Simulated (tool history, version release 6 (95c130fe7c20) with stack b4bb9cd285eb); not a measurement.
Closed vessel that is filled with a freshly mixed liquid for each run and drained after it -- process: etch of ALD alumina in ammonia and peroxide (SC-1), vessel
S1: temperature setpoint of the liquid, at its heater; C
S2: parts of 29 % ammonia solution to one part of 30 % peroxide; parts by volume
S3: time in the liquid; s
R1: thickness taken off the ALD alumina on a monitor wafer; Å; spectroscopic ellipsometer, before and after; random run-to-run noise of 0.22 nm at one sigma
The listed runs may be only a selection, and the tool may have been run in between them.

run  hour    S1    S2   S3      R1
  1   0.0  56.0  0.75  110  131.91
  2   0.8  56.0  0.75  115  136.24
  3   2.2  59.5  0.75  115  163.57
  4   6.9  54.0  0.75  115  124.65
  5   8.8  58.0  0.75  115  152.82
  6  11.1  61.0  0.75  115  176.89

Forecast run 7:
  7  14.8  63.0  0.75  115   ?

{"run 7": {"R1": 195.73}}

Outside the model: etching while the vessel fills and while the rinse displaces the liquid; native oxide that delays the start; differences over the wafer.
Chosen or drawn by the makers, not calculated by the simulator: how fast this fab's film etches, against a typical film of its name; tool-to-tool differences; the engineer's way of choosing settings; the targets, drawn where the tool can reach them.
